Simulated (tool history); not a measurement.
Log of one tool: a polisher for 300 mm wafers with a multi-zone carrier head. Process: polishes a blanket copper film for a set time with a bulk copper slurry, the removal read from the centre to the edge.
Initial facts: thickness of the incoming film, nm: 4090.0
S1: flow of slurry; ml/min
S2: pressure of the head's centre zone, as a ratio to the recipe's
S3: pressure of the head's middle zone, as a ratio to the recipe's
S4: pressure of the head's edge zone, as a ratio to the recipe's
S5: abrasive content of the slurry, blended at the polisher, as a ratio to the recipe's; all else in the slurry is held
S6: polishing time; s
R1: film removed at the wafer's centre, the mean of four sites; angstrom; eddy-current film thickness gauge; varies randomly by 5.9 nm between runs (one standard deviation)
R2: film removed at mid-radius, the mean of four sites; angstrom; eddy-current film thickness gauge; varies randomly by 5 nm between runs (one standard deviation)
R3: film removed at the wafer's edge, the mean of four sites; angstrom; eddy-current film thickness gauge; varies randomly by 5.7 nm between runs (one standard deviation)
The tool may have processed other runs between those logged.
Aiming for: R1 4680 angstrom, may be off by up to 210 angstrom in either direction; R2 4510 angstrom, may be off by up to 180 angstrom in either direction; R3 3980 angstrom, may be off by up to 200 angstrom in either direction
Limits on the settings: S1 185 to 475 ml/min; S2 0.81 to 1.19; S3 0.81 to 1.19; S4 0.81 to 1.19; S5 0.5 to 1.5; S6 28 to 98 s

| run | hour | S1 | S2 | S3 | S4 | S5 | S6 | R1 | R2 | R3 |
|---|---|---|---|---|---|---|---|---|---|---|
| 1 | 0 | 305 | 1 | 1 | 1 | 1 | 63 | 5341 | 5220.5 | 4936.8 |
| 2 | 2 | 305 | 1.04 | 1 | 1 | 1 | 63 | 5507.9 | 5264.4 | 5104.2 |
| 3 | 8.7 | 315 | 1.02 | 0.99 | 0.94 | 0.9 | 62 | 5165.8 | 5049.1 | 4806.4 |
| 4 | 14.5 | 345 | 1.02 | 0.99 | 0.94 | 0.9 | 62 | 5299.8 | 4933.2 | 4598.2 |
|  | 18.4 | edge zone pressure recalibrated |
| 5 | 18.4 | 345 | 1.02 | 0.99 | 1.01 | 0.9 | 62 | 5342.8 | 5056.4 | 5203.6 |
| 6 | 25.7 | 345 | 1.02 | 0.99 | 1.01 | 0.7 | 62 | 4824.8 | 4543.6 | 4802.7 |
| 7 | 27.2 | 340 | 1.02 | 1 | 0.96 | 0.7 | 62 | 4701.8 | 4583.3 | 4580.6 |
| 8 | 34.1 | 345 | 1.03 | 1 | 0.92 | 0.7 | 62 | 4919.1 | 4579.5 | 4686.5 |
| 9 | 42.8 | 355 | 1.02 | 1.01 | 0.89 | 0.75 | 60 | 4773.7 | 4632.5 | 4518.6 |
| 10 | 44.2 | 365 | 1.09 | 1.07 | 0.81 | 0.55 | 57 | 4318.8 | 4040.9 | 3650.6 |
| 11 | 52.9 | 365 | 1.09 | 1.08 | 0.83 | 0.6 | 57 | 4481.4 | 4203 | 3783.9 |
| 12 | 56.4 | 370 | 1.09 | 1.09 | 0.84 | 0.6 | 57 | 4453.1 | 4289.3 | 3700.9 |

Next run, 4 choices. One meets every target within its allowed miss, the rest don't. Which?
| A | 59.9 | 340 | 1.1 | 0.97 | 0.85 | 0.5 | 73 | ? | ? | ? |
| B | 59.9 | 300 | 1.08 | 1.09 | 0.81 | 0.75 | 57 | ? | ? | ? |
| C | 59.9 | 320 | 1.15 | 0.98 | 0.81 | 0.6 | 62 | ? | ? | ? |
| D | 59.9 | 405 | 1.19 | 1.19 | 0.82 | 0.95 | 52 | ? | ? | ? |

| move | R1 | R2 | R3 |
|---|---|---|---|
| A | 5209.5 | 4556.9 | 4411.3 |
| B | 4703.5 | 4555.3 | 3968.7 |
| C | 4977.5 | 4225.2 | 3980.2 |
| D | 5211.2 | 4944.6 | 4026.1 |
A: takes the result that was furthest off past its target
B: each result inside its tolerance
C: the furthest-off result lands on target, but another misses its tolerance
D: the furthest-off result lands on target, but another misses its tolerance
The move that meets every target is B.

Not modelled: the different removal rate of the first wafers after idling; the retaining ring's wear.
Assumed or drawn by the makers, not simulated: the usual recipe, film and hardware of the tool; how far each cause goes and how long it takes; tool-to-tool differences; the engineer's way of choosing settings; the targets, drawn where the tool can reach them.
